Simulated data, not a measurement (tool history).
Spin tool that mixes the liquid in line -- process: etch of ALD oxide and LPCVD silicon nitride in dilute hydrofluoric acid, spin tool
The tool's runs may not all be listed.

run  hour  temperature setpoint of the liquid (°C)  parts of water to one part of 49 % hydrofluoric acid (parts by volume)  time under the liquid (s)  thickness taken off the ALD oxide on a monitor wafer (angstrom)  thickness taken off the LPCVD silicon nitride on a monitor wafer (angstrom)
  1   0.0                                     24.0                                                                     110                        180                                                           263.53                                                                       7.6477
  2   4.5                                     25.5                                                                     110                        180                                                           283.16                                                                       8.3871
  3   9.1                                     25.5                                                                     110                        115                                                           180.30                                                                       5.1609
  4  17.0                                     27.5                                                                      95                        115                                                           224.96                                                                       6.8743
  5  18.8                                     24.5                                                                      95                        115                                                           205.60                                                                       5.9483
  6  27.6                                     24.5                                                                     130                        115                                                           142.67                                                                       4.0970
  7  33.7                                     26.5                                                                     105                        115                                                           196.07                                                                       5.8874
  8  42.6                                     28.0                                                                      90                        115                                                           243.44                                                                       7.7208

What does the tool deliver on the next run?
  9  44.5                                     30.5                                                                      50                        115                                                                ?                                                                            ?

Run 9 produced thickness taken off the ALD oxide on a monitor wafer (angstrom) 519.37, thickness taken off the LPCVD silicon nitride on a monitor wafer (angstrom) 16.7540.
